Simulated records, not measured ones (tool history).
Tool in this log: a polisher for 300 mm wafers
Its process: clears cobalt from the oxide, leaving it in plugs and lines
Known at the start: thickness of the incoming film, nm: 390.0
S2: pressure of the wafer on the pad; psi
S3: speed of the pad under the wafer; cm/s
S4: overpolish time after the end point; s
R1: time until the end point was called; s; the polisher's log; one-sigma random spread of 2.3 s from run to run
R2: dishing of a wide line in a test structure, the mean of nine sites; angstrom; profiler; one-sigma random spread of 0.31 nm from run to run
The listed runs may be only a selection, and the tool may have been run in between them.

Run 1, hour 0: flow of slurry (ml/min) 235, S2 1.9 psi, S3 92 cm/s, S4 10 s. Result: R1 89.546 s, R2 230.35 angstrom.
Run 2, hour 1.2: flow of slurry (ml/min) 235, S2 1.7 psi, S3 92 cm/s, S4 10 s. Result: R1 96.847 s, R2 221.36 angstrom.
Run 3, hour 8.2: flow of slurry (ml/min) 235, S2 1.6 psi, S3 90 cm/s, S4 10 s. Result: R1 106.5 s, R2 213.42 angstrom.
Run 4, hour 9.8: flow of slurry (ml/min) 235, S2 1.5 psi, S3 90 cm/s, S4 10 s. Result: R1 117.49 s, R2 199.19 angstrom.
Run 5, hour 15.9: flow of slurry (ml/min) 235, S2 1.4 psi, S3 90 cm/s, S4 10 s. Result: R1 124.55 s, R2 193.02 angstrom.
Run 6, hour 24.1: flow of slurry (ml/min) 235, S2 1.7 psi, S3 90 cm/s, S4 10 s. Result: R1 101.16 s, R2 217.82 angstrom.

What does the tool deliver on the next run?
Run 7, hour 28.1: flow of slurry (ml/min) 235, S2 1.6 psi, S3 90 cm/s, S4 10 s. Result: R1 ?, R2 ?.

Run 7 gave R1 104.22 s, R2 210.98 angstrom.
